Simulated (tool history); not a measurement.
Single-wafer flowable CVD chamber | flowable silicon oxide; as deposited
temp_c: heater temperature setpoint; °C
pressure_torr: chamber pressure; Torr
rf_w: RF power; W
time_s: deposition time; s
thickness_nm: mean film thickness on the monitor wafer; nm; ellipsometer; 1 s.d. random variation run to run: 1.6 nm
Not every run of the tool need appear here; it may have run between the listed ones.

{"run": 1, "hour": 0.0, "temp_c": 95, "pressure_torr": 0.946, "rf_w": 2195, "time_s": 657, "thickness_nm": 588.04}
{"run": 2, "hour": 7.8, "temp_c": 97, "pressure_torr": 0.946, "rf_w": 2195, "time_s": 657, "thickness_nm": 556.46}
{"run": 3, "hour": 16.7, "temp_c": 97, "pressure_torr": 0.946, "rf_w": 2195, "time_s": 657, "thickness_nm": 555.96}
{"run": 4, "hour": 20.7, "temp_c": 99, "pressure_torr": 0.946, "rf_w": 2195, "time_s": 657, "thickness_nm": 524.55}
{"run": 5, "hour": 25.0, "temp_c": 99, "pressure_torr": 0.889, "rf_w": 2195, "time_s": 657, "thickness_nm": 489.92}
{"run": 6, "hour": 26.9, "temp_c": 99, "pressure_torr": 0.818, "rf_w": 2195, "time_s": 657, "thickness_nm": 456.46}

For run 7, what comes out?
{"run": 7, "hour": 30.6, "temp_c": 100, "pressure_torr": 0.818, "rf_w": 2195, "time_s": 657, "thickness_nm": "?"}

thickness_nm: 438.73 nm
